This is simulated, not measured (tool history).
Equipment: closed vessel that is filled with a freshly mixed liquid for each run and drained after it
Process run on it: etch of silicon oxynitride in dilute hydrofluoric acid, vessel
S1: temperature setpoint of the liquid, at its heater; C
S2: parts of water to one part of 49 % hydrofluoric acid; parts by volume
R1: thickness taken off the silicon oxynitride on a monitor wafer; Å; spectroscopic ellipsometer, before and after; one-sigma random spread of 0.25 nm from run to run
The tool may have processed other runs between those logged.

{"run": 1, "hour": 0.0, "S1": 24.0, "S2": 60, "time in the liquid (s)": 2705, "R1": 923.37}
{"run": 2, "hour": 9.2, "S1": 24.0, "S2": 60, "time in the liquid (s)": 2900, "R1": 1000.2}
{"run": 3, "hour": 17.5, "S1": 23.0, "S2": 65, "time in the liquid (s)": 2900, "R1": 871.42}
{"run": 4, "hour": 22.2, "S1": 25.5, "S2": 65, "time in the liquid (s)": 2900, "R1": 979.17}
{"run": 5, "hour": 30.4, "S1": 25.5, "S2": 50, "time in the liquid (s)": 2900, "R1": 1302.8}
{"run": 6, "hour": 33.7, "S1": 24.0, "S2": 55, "time in the liquid (s)": 2900, "R1": 1091.3}

For run 7, what comes out?
{"run": 7, "hour": 40.9, "S1": 20.0, "S2": 80, "time in the liquid (s)": 2895, "R1": "?"}

Run 7 measured R1 603.75 Å.
